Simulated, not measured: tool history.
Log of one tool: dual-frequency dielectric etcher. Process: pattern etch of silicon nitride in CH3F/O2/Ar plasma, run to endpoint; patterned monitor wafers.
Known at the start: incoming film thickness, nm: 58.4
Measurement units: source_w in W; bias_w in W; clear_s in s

Run 1, hour 0: source_w 530 W, bias_w 100 W. Result: clear_s 64.436 s.
Run 2, hour 3.5: source_w 460 W, bias_w 100 W. Result: clear_s 67.614 s.
Run 3, hour 8.5: source_w 510 W, bias_w 105 W. Result: clear_s 64.491 s.
Run 4, hour 10.3: source_w 550 W, bias_w 110 W. Result: clear_s 60.168 s.
Run 5, hour 19.3: source_w 580 W, bias_w 111 W. Result: clear_s 58.471 s.
Run 6, hour 20.7: source_w 600 W, bias_w 112 W. Result: clear_s 57.226 s.
Run 7, hour 24.3: source_w 610 W, bias_w 113 W. Result: clear_s 56.71 s.
Run 8, hour 30.7: source_w 620 W, bias_w 114 W. Result: clear_s 56.016 s.
Run 9, hour 39.1: source_w 630 W, bias_w 114 W. Result: clear_s 54.908 s.

Run 10 has not been measured yet. What should we expect?
Run 10, hour 45.2: source_w 640 W, bias_w 114 W. Result: clear_s ?.

Run 10 produced clear_s 55.508 s.

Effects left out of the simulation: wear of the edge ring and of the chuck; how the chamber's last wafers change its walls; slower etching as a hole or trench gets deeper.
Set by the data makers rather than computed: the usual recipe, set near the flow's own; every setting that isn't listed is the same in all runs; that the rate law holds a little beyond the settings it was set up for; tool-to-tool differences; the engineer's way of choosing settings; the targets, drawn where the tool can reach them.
